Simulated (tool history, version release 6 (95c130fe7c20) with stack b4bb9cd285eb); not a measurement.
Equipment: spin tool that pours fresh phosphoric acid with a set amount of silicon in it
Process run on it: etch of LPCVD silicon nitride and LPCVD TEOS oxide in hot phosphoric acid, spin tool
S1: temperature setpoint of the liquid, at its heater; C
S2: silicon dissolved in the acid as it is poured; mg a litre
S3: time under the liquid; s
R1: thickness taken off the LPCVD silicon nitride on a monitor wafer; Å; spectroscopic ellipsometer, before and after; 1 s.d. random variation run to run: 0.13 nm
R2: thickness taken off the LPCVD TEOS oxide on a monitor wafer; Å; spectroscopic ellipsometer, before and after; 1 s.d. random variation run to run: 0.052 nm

run	hour	S1	S2	S3	R1	R2
1	0.0	160.0	21.0	180	164.42	6.9491
2	5.5	160.5	20.5	180	167.27	8.4285
3	12.1	160.5	20.5	150	138.84	6.8176
4	13.9	160.5	30.5	150	138.70	5.0306
5	22.0	160.5	30.5	195	178.95	5.6835
6	23.1	160.5	37.5	195	178.60	4.2365
7	26.9	161.0	35.5	195	182.49	4.9155
8	32.8	161.0	33.5	195	183.72	5.3586
9	40.4	161.0	31.5	195	184.13	6.5115
10	44.7	161.0	30.5	195	185.36	5.8706
11	51.0	161.0	28.5	195	182.56	6.4167

Run 12, settings as shown, results not yet in. Your forecast:
12	59.0	161.0	27.0	195	?	?

{"run 12": {"R1": 184.62, "R2": 6.9895}}
